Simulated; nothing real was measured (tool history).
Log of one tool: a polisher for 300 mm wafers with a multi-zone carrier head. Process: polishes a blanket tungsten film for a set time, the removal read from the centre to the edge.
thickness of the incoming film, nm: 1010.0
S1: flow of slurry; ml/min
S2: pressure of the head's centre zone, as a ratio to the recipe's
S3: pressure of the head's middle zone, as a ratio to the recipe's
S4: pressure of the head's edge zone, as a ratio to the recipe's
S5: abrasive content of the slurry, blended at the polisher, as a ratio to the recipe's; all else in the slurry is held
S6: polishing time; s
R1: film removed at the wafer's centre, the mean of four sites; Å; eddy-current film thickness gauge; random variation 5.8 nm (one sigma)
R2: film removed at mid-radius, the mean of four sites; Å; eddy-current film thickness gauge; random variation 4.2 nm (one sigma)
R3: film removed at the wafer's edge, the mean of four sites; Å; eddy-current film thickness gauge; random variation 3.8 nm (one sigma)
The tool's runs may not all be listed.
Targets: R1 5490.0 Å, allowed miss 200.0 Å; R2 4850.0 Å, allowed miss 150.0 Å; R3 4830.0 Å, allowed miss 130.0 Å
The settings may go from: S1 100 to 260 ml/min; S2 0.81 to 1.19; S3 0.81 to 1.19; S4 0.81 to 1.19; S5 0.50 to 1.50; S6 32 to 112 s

run  hour   S1    S2    S3    S4    S5  S6      R1      R2      R3
  1   0.0  165  1.00  1.00  1.00  1.00  72  3148.6  3118.6  3164.1
  2   6.3  180  1.04  1.02  1.03  1.10  75  3556.3  3424.7  3426.5
  3  15.0  180  1.00  1.02  1.03  1.10  75  3426.5  3379.9  3398.9
  4  15.7  180  1.00  1.05  1.03  1.10  75  3385.0  3550.4  3423.1
  5  19.5  180  1.00  1.05  1.03  1.10  84  3797.2  4011.5  3827.6
  6  26.2  180  1.00  0.98  1.03  1.10  84  3927.5  3733.0  3894.8
  7  34.4  190  1.03  1.00  1.05  1.20  85  4180.6  3909.9  4067.5
  8  41.0  200  1.06  1.02  1.07  1.25  86  4351.1  4083.8  4133.5
  9  42.4  205  1.08  1.03  1.08  1.30  88  4514.2  4290.9  4331.2
 10  46.9  210  1.10  1.03  1.08  1.35  89  4840.8  4307.0  4415.0
 11  54.3  215  1.11  1.04  1.09  1.40  90  4905.7  4531.2  4533.7
 12  63.1  245  1.19  1.03  1.13  1.50  91  5462.7  4640.0  4807.9
 13  69.2  245  1.19  1.04  1.13  1.50  91  5511.0  4701.7  4761.3

Which of these 4 next moves meets every target?
  A  75.3  245  1.19  0.96  1.11  1.45  93   ?   ?   ?
  B  75.3  190  1.18  1.08  1.14  1.45  96   ?   ?   ?
  C  75.3  230  1.17  0.95  1.12  1.50  95   ?   ?   ?
  D  75.3  240  1.18  0.99  1.16  1.50  91   ?   ?   ?

move      R1      R2      R3
   A  5533.6  4443.6  4789.7
   B  5469.0  4908.1  4886.2
   C  5550.1  4498.4  4923.2
   D  5393.7  4482.8  4817.2
A: further off than the last run
B: meets every target
C: further off than the last run
D: further off than the last run
The right move is B.

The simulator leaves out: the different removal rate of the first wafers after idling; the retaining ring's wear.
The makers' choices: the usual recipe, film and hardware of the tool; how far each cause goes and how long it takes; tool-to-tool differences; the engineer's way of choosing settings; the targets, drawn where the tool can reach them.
